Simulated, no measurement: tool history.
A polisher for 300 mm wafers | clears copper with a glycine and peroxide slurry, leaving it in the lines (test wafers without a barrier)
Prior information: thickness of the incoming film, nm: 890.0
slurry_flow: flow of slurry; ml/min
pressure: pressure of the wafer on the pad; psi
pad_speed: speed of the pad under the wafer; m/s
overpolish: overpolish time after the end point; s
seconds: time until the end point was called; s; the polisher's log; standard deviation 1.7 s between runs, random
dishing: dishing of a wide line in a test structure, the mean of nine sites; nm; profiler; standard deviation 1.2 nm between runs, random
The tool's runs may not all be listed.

Run 1, hour 0.0: slurry_flow 165 ml/min, pressure 3.1 psi, pad_speed 1.26 m/s, overpolish 16 s. Result: seconds 91.292 s, dishing 54.170 nm.
Run 2, hour 4.1: slurry_flow 165 ml/min, pressure 3.1 psi, pad_speed 1.42 m/s, overpolish 16 s. Result: seconds 84.016 s, dishing 54.393 nm.
Run 3, hour 9.6: slurry_flow 165 ml/min, pressure 2.9 psi, pad_speed 1.40 m/s, overpolish 17 s. Result: seconds 90.063 s, dishing 53.726 nm.
Run 4, hour 14.9: slurry_flow 165 ml/min, pressure 2.7 psi, pad_speed 1.38 m/s, overpolish 18 s. Result: seconds 95.399 s, dishing 56.534 nm.
Run 5, hour 21.5: slurry_flow 165 ml/min, pressure 2.2 psi, pad_speed 1.38 m/s, overpolish 18 s. Result: seconds 114.760 s, dishing 49.317 nm.
Run 6, hour 26.2: slurry_flow 165 ml/min, pressure 2.1 psi, pad_speed 1.38 m/s, overpolish 19 s. Result: seconds 115.370 s, dishing 50.014 nm.
Run 7, hour 33.2: slurry_flow 165 ml/min, pressure 2.0 psi, pad_speed 1.36 m/s, overpolish 20 s. Result: seconds 122.080 s, dishing 52.858 nm.
Run 8, hour 35.3: slurry_flow 165 ml/min, pressure 1.9 psi, pad_speed 1.36 m/s, overpolish 20 s. Result: seconds 127.260 s, dishing 50.599 nm.

For run 9, what comes out?
Run 9, hour 37.6: slurry_flow 150 ml/min, pressure 1.4 psi, pad_speed 1.28 m/s, overpolish 26 s. Result: seconds ?, dishing ?.

seconds: 170.460 s
dishing: 53.484 nm
